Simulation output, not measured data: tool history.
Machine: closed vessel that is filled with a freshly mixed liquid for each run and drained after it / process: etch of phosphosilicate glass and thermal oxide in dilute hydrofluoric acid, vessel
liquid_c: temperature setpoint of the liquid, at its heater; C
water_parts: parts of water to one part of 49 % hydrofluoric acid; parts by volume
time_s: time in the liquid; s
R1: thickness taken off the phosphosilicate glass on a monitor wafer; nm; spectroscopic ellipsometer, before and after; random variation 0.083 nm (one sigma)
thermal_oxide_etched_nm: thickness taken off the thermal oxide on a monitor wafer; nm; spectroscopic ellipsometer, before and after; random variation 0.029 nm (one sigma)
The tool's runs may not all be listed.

{"run": 1, "hour": 0.0, "liquid_c": 25.0, "water_parts": 270, "time_s": 60, "R1": 11.957, "thermal_oxide_etched_nm": 0.89585}
{"run": 2, "hour": 4.7, "liquid_c": 28.5, "water_parts": 270, "time_s": 60, "R1": 13.347, "thermal_oxide_etched_nm": 0.9833}
{"run": 3, "hour": 10.0, "liquid_c": 25.5, "water_parts": 270, "time_s": 60, "R1": 12.116, "thermal_oxide_etched_nm": 0.90802}
{"run": 4, "hour": 10.9, "liquid_c": 24.5, "water_parts": 275, "time_s": 60, "R1": 11.642, "thermal_oxide_etched_nm": 0.84667}
{"run": 5, "hour": 15.6, "liquid_c": 24.5, "water_parts": 235, "time_s": 60, "R1": 13.884, "thermal_oxide_etched_nm": 1.0665}
{"run": 6, "hour": 17.0, "liquid_c": 22.5, "water_parts": 235, "time_s": 60, "R1": 13.225, "thermal_oxide_etched_nm": 0.94085}
{"run": 7, "hour": 25.0, "liquid_c": 22.0, "water_parts": 245, "time_s": 60, "R1": 12.076, "thermal_oxide_etched_nm": 0.87751}
{"run": 8, "hour": 31.9, "liquid_c": 21.5, "water_parts": 250, "time_s": 60, "R1": 11.516, "thermal_oxide_etched_nm": 0.85497}
{"run": 9, "hour": 38.2, "liquid_c": 21.0, "water_parts": 255, "time_s": 60, "R1": 11.079, "thermal_oxide_etched_nm": 0.82551}
{"run": 10, "hour": 42.7, "liquid_c": 20.5, "water_parts": 260, "time_s": 60, "R1": 10.683, "thermal_oxide_etched_nm": 0.7769}
{"run": 11, "hour": 48.1, "liquid_c": 20.0, "water_parts": 265, "time_s": 60, "R1": 10.231, "thermal_oxide_etched_nm": 0.76911}
{"run": 12, "hour": 50.6, "liquid_c": 19.5, "water_parts": 265, "time_s": 60, "R1": 10.072, "thermal_oxide_etched_nm": 0.69971}
{"run": 13, "hour": 57.8, "liquid_c": 19.5, "water_parts": 270, "time_s": 60, "R1": 9.9322, "thermal_oxide_etched_nm": 0.71698}

Predict the results of run 14:
{"run": 14, "hour": 61.4, "liquid_c": 19.0, "water_parts": 270, "time_s": 60, "R1": "?", "thermal_oxide_etched_nm": "?"}

R1: 9.6580 nm
thermal_oxide_etched_nm: 0.67338 nm
